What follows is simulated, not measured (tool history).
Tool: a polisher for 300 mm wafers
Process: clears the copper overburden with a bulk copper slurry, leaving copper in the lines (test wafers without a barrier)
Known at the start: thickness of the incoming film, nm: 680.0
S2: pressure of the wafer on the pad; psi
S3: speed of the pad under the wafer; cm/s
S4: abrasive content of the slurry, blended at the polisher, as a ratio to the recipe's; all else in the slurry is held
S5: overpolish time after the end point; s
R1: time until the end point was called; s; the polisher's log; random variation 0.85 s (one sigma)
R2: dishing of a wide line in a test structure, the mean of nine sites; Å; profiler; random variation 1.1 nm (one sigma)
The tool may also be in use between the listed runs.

Run 1, hour 0.0: flow of slurry (ml/min) 175, S2 2.3 psi, S3 136 cm/s, S4 1.0, S5 25 s. Result: R1 77.121 s, R2 505.43 Å.
Run 2, hour 8.2: flow of slurry (ml/min) 175, S2 2.5 psi, S3 138 cm/s, S4 1.0, S5 19 s. Result: R1 68.784 s, R2 489.20 Å.
Run 3, hour 15.7: flow of slurry (ml/min) 175, S2 1.9 psi, S3 138 cm/s, S4 1.0, S5 19 s. Result: R1 83.671 s, R2 444.00 Å.
Run 4, hour 24.6: flow of slurry (ml/min) 210, S2 1.9 psi, S3 138 cm/s, S4 1.0, S5 19 s. Result: R1 82.692 s, R2 455.46 Å.
Run 5, hour 30.7: flow of slurry (ml/min) 195, S2 1.9 psi, S3 138 cm/s, S4 1.0, S5 19 s. Result: R1 83.569 s, R2 457.39 Å.
Run 6, hour 39.0: flow of slurry (ml/min) 235, S2 1.9 psi, S3 138 cm/s, S4 1.0, S5 19 s. Result: R1 80.555 s, R2 433.32 Å.
Run 7, hour 43.0: flow of slurry (ml/min) 235, S2 2.5 psi, S3 144 cm/s, S4 1.0, S5 20 s. Result: R1 63.647 s, R2 499.74 Å.

Run 8 comes next. What will it give?
Run 8, hour 46.2: flow of slurry (ml/min) 235, S2 2.6 psi, S3 146 cm/s, S4 1.0, S5 17 s. Result: R1 ?, R2 ?.

R1: 59.369 s
R2: 496.05 Å

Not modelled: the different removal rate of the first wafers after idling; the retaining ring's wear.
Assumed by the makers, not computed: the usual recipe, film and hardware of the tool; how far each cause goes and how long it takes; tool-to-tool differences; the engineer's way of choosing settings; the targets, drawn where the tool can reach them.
